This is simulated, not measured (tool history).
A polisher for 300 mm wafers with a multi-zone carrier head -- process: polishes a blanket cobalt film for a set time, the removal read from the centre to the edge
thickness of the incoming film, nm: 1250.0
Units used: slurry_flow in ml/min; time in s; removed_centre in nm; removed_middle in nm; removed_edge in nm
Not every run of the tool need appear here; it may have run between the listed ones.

run	hour	slurry_flow	centre_zone	middle_zone	edge_zone	time	removed_centre	removed_middle	removed_edge
1	0	200	1	1	1	44	104.46	104.49	110.13
2	4	200	1	1	1	36	85.449	87.089	88.677
3	8.6	210	1.03	1.01	1.03	38	92.619	92.653	92.879
4	16.3	210	0.94	1.01	1.03	38	83.878	93.986	94.208
5	20.8	210	0.94	1.01	0.99	38	85.589	91.514	93.826
6	21.7	210	0.98	1	0.99	41	93.979	100.52	100.89
7	26.2	200	1.01	0.99	1	43	101.62	102.58	106.46
8	28.4	195	1.04	0.98	1	45	110.16	104.12	111.2

For run 9, what comes out?
# hour 31.5: slurry nozzle cleaned
9	31.5	195	1.06	0.98	1.01	46	?	?	?

Logged for run 9: removed_centre 119.59 nm, removed_middle 113.61 nm, removed_edge 116.68 nm.
